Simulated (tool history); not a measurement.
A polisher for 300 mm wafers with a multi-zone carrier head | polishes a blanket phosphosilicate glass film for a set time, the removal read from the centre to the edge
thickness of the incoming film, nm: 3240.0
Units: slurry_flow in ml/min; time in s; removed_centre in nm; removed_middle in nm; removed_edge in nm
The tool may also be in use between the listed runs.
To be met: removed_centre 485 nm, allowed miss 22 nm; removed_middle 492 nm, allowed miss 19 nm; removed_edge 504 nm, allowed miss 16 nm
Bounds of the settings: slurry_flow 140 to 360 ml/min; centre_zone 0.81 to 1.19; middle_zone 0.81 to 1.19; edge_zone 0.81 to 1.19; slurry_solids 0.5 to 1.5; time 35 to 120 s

{"run": 1, "hour": 0.0, "slurry_flow": 230, "centre_zone": 1, "middle_zone": 1, "edge_zone": 1, "slurry_solids": 1, "time": 77, "removed_centre": 620.81, "removed_middle": 634.8, "removed_edge": 603.98}
{"run": 2, "hour": 2.6, "slurry_flow": 225, "centre_zone": 0.99, "middle_zone": 0.98, "edge_zone": 0.99, "slurry_solids": 0.95, "time": 77, "removed_centre": 582.79, "removed_middle": 606.77, "removed_edge": 597.34}
{"run": 3, "hour": 10.2, "slurry_flow": 225, "centre_zone": 0.99, "middle_zone": 0.98, "edge_zone": 0.98, "slurry_solids": 0.9, "time": 77, "removed_centre": 586.68, "removed_middle": 604.47, "removed_edge": 578.19}
{"run": 4, "hour": 17.2, "slurry_flow": 280, "centre_zone": 0.99, "middle_zone": 0.98, "edge_zone": 0.98, "slurry_solids": 0.9, "time": 77, "removed_centre": 588.17, "removed_middle": 601.47, "removed_edge": 586.34}
{"run": 5, "hour": 24.0, "slurry_flow": 280, "centre_zone": 0.99, "middle_zone": 1.06, "edge_zone": 0.98, "slurry_solids": 0.9, "time": 77, "removed_centre": 586.79, "removed_middle": 652.65, "removed_edge": 584.65}
{"run": 6, "hour": 29.7, "slurry_flow": 280, "centre_zone": 0.99, "middle_zone": 1.14, "edge_zone": 0.98, "slurry_solids": 0.9, "time": 77, "removed_centre": 598.13, "removed_middle": 693.58, "removed_edge": 595.05}
{"run": 7, "hour": 31.6, "slurry_flow": 225, "centre_zone": 0.95, "middle_zone": 1.04, "edge_zone": 0.96, "slurry_solids": 0.7, "time": 77, "removed_centre": 528.69, "removed_middle": 567.62, "removed_edge": 525.96}
{"run": 8, "hour": 38.4, "slurry_flow": 225, "centre_zone": 0.94, "middle_zone": 1.03, "edge_zone": 0.96, "slurry_solids": 0.7, "time": 77, "removed_centre": 508.03, "removed_middle": 565.5, "removed_edge": 529.13}

Which of these 4 next moves meets every target?
{"run": "A", "hour": 45.2, "slurry_flow": 205, "centre_zone": 0.86, "middle_zone": 1.19, "edge_zone": 0.85, "slurry_solids": 0.9, "time": 72, "removed_centre": "?", "removed_middle": "?", "removed_edge": "?"}
{"run": "B", "hour": 45.2, "slurry_flow": 235, "centre_zone": 0.83, "middle_zone": 1.06, "edge_zone": 0.98, "slurry_solids": 0.75, "time": 81, "removed_centre": "?", "removed_middle": "?", "removed_edge": "?"}
{"run": "C", "hour": 45.2, "slurry_flow": 245, "centre_zone": 0.98, "middle_zone": 1.1, "edge_zone": 0.97, "slurry_solids": 0.65, "time": 79, "removed_centre": "?", "removed_middle": "?", "removed_edge": "?"}
{"run": "D", "hour": 45.2, "slurry_flow": 245, "centre_zone": 0.93, "middle_zone": 0.91, "edge_zone": 0.99, "slurry_solids": 0.8, "time": 70, "removed_centre": "?", "removed_middle": "?", "removed_edge": "?"}

move=A removed_centre=479.16 removed_middle=640.27 removed_edge=491.04
move=B removed_centre=500.19 removed_middle=619.84 removed_edge=559.56
move=C removed_centre=523.76 removed_middle=594.28 removed_edge=516.69
move=D removed_centre=481.52 removed_middle=484.27 removed_edge=500.17
A: further off than the last run
B: further off than the last run
C: further off than the last run
D: meets every target
Move D is the one to make.

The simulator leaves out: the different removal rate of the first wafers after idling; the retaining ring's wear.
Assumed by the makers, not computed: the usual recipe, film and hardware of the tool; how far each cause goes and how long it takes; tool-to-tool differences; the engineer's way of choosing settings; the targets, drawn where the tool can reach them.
